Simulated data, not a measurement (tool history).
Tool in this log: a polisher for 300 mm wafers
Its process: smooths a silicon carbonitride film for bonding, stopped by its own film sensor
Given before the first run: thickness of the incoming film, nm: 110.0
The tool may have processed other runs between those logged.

run  hour  flow of slurry (ml/min)  pressure of the wafer on the pad (psi)  speed of the pad under the wafer (m/s)  abrasive content of the slurry  target thickness at which the film sensor stops the polish (angstrom)  time until the film sensor stopped the polish (s)
  1     0                      165                                       2                                     0.8                               1                                                                    990                                             57.868
  2   2.7                      165                                       2                                     0.8                               1                                                                   1000                                             52.798
  3   7.8                      170                                       2                                     0.8                               1                                                                   1000                                             52.788
  4   9.9                      170                                       2                                       1                               1                                                                   1000                                             43.696
  5  11.2                      170                                     2.4                                       1                               1                                                                   1000                                              37.12
  6  18.5                      165                                     2.3                                       1                               1                                                                   1000                                             38.706

Forecast run 7:
  7    23                      165                                     2.2                                       1                               1                                                                   1000                                                  ?

Run 7 produced time until the film sensor stopped the polish (s) 41.024.

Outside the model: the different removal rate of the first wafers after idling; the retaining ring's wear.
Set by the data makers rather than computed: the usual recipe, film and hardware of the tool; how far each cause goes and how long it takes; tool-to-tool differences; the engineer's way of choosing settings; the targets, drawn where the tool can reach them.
